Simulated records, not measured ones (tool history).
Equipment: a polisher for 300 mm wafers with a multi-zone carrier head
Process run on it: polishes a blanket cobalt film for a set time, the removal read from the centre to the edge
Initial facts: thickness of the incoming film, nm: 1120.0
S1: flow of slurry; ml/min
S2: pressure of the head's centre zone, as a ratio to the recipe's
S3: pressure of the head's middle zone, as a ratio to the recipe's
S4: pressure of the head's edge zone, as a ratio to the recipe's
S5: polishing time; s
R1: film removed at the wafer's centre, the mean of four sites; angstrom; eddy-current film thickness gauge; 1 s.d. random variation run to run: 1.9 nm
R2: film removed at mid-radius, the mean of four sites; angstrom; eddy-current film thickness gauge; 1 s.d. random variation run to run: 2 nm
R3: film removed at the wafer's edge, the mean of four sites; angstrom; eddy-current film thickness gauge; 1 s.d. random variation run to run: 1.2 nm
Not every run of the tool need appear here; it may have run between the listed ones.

{"run": 1, "day": 0.0, "S1": 150, "S2": 1.0, "S3": 1.0, "S4": 1.0, "S5": 34, "R1": 1180.5, "R2": 1186.8, "R3": 1220.8}
{"run": 2, "day": 0.088, "S1": 135, "S2": 1.0, "S3": 1.0, "S4": 1.0, "S5": 34, "R1": 1190.7, "R2": 1168.5, "R3": 1189.6}
{"run": 3, "day": 0.121, "S1": 140, "S2": 1.01, "S3": 1.03, "S4": 1.0, "S5": 34, "R1": 1213.9, "R2": 1246.1, "R3": 1202.6}
{"run": 4, "day": 0.242, "S1": 165, "S2": 1.01, "S3": 1.03, "S4": 1.0, "S5": 34, "R1": 1218.5, "R2": 1228.0, "R3": 1234.6}
{"run": 5, "day": 0.612, "S1": 165, "S2": 1.01, "S3": 1.03, "S4": 1.06, "S5": 34, "R1": 1268.4, "R2": 1254.3, "R3": 1268.9}
{"run": 6, "day": 0.829, "S1": 165, "S2": 1.01, "S3": 1.03, "S4": 1.06, "S5": 40, "R1": 1460.8, "R2": 1470.2, "R3": 1475.4}
{"run": 7, "day": 0.883, "S1": 160, "S2": 1.01, "S3": 1.04, "S4": 1.04, "S5": 40, "R1": 1456.3, "R2": 1484.8, "R3": 1440.6}

Predict the results of run 8:
{"run": 8, "day": 0.992, "S1": 155, "S2": 1.01, "S3": 1.05, "S4": 1.03, "S5": 40, "R1": "?", "R2": "?", "R3": "?"}

R1: 1401.8 angstrom
R2: 1456.3 angstrom
R3: 1424.6 angstrom
